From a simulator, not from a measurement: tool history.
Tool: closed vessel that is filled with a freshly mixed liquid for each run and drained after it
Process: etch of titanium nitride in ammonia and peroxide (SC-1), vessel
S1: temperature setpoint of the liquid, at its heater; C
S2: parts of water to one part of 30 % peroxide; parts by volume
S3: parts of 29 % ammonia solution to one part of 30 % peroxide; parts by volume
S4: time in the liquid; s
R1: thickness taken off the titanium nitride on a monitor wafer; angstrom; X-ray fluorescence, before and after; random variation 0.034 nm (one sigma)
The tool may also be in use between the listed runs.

run  hour    S1    S2   S3   S4      R1
  1     0    53  10.5  0.5  100  69.043
  2     5    53     9  0.5  100  76.134
  3  11.2    53     9  0.5  100  75.016
  4  18.8    53     9  0.5  100   75.26
  5  22.3    51     9  0.5  100  65.495
  6  26.4  49.5     9  0.5  100  58.707
  7  28.7  48.5     9  0.5  100  54.321

Forecast run 8:
  8    37  48   9  0.5  100   ?

R1: 52.714 angstrom
